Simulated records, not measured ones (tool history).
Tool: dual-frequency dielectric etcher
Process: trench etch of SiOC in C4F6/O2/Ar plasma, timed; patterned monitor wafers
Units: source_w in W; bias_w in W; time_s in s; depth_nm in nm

| run | hour | source_w | bias_w | time_s | depth_nm |
|---|---|---|---|---|---|
| 1 | 0 | 280 | 234 | 8.5 | 18.394 |
| 2 | 7 | 260 | 232 | 8.5 | 17.801 |
| 3 | 8.7 | 250 | 231 | 8.5 | 17.503 |
| 4 | 11.2 | 250 | 231 | 7.5 | 15.482 |
| 5 | 17.4 | 260 | 232 | 7.5 | 15.756 |
|  | 25.6 | wet clean of the chamber |
| 6 | 25.6 | 270 | 233 | 7.5 | 15.558 |
| 7 | 28.8 | 290 | 243 | 7.5 | 16.178 |

Expected results for the next run?
| 8 | 31.8 | 300 | 247 | 7.5 | ? |

Run 8 produced depth_nm 16.429 nm.
